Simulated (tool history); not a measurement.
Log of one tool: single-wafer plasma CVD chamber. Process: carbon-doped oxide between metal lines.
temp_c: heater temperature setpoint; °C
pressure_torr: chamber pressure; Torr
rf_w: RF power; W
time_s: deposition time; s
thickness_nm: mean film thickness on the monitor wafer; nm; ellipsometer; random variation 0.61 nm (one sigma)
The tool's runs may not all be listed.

run  hour  temp_c  pressure_torr  rf_w  time_s  thickness_nm
  1     0     360            4.7   455      28        148.85
  2   1.6     360           5.39   455      28        151.71
  3   4.4     360           5.39   420      28        142.29
  4   7.7     360           5.82   420      28        145.26
  5   8.3     356           6.05   445      28        153.39
  6   9.5     356           6.58   445      28        155.53
  7  14.7     353           6.58   465      28        161.49

The next listed run, before its measurement:
  8  23.5     350           6.58   480      28             ?

Run 8 gave thickness_nm 165.72 nm.

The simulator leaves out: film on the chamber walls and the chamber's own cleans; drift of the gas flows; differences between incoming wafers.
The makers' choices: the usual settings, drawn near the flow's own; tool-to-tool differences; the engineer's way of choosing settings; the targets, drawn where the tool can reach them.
